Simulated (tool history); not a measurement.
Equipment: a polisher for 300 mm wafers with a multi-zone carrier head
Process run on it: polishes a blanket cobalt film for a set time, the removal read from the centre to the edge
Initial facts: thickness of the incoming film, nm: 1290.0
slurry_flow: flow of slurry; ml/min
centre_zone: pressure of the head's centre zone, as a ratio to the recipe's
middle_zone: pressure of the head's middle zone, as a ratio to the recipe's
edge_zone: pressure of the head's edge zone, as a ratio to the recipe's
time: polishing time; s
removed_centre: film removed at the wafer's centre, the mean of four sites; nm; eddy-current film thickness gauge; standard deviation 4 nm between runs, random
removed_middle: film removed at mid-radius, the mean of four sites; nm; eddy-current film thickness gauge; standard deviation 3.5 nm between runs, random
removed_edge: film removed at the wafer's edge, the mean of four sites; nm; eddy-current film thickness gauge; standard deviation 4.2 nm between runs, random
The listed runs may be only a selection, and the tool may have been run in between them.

{"run": 1, "hour": 0.0, "slurry_flow": 210, "centre_zone": 1, "middle_zone": 1, "edge_zone": 1, "time": 68, "removed_centre": 235.06, "removed_middle": 240.1, "removed_edge": 240.84}
{"run": 2, "hour": 8.3, "slurry_flow": 210, "centre_zone": 1, "middle_zone": 1, "edge_zone": 1, "time": 54, "removed_centre": 190.9, "removed_middle": 190.47, "removed_edge": 186.82}
{"run": 3, "hour": 17.0, "slurry_flow": 210, "centre_zone": 1, "middle_zone": 1.06, "edge_zone": 1, "time": 54, "removed_centre": 190.33, "removed_middle": 202.22, "removed_edge": 190.39}
{"run": 4, "hour": 24.4, "slurry_flow": 210, "centre_zone": 1, "middle_zone": 1.06, "edge_zone": 1, "time": 70, "removed_centre": 249.37, "removed_middle": 260.18, "removed_edge": 245.58}
{"run": 5, "hour": 30.8, "slurry_flow": 210, "centre_zone": 1.07, "middle_zone": 1.06, "edge_zone": 1, "time": 70, "removed_centre": 264.62, "removed_middle": 261.24, "removed_edge": 248.18}
{"run": 6, "hour": 34.4, "slurry_flow": 210, "centre_zone": 1.07, "middle_zone": 1.06, "edge_zone": 0.95, "time": 70, "removed_centre": 268.39, "removed_middle": 256.34, "removed_edge": 244.85}
{"run": 7, "hour": 40.4, "slurry_flow": 210, "centre_zone": 1.07, "middle_zone": 1.06, "edge_zone": 0.95, "time": 70, "removed_centre": 265.19, "removed_middle": 261.03, "removed_edge": 239.51}
{"run": 8, "hour": 42.5, "slurry_flow": 215, "centre_zone": 1.05, "middle_zone": 1.08, "edge_zone": 0.97, "time": 71, "removed_centre": 265.05, "removed_middle": 271.28, "removed_edge": 249.19}
{"run": 9, "hour": 47.7, "slurry_flow": 220, "centre_zone": 1.04, "middle_zone": 1.09, "edge_zone": 0.99, "time": 72, "removed_centre": 262.56, "removed_middle": 276.71, "removed_edge": 254.71}
{"run": 10, "hour": 53.1, "slurry_flow": 225, "centre_zone": 1.03, "middle_zone": 1.1, "edge_zone": 1.01, "time": 73, "removed_centre": 264.81, "removed_middle": 281.91, "removed_edge": 258.71}

Run 11 has not been measured yet. What should we expect?
{"run": 11, "hour": 57.5, "slurry_flow": 225, "centre_zone": 1.02, "middle_zone": 1.11, "edge_zone": 1.02, "time": 74, "removed_centre": "?", "removed_middle": "?", "removed_edge": "?"}

{"run 11": {"removed_centre": 263.55, "removed_middle": 284.4, "removed_edge": 266.97}}
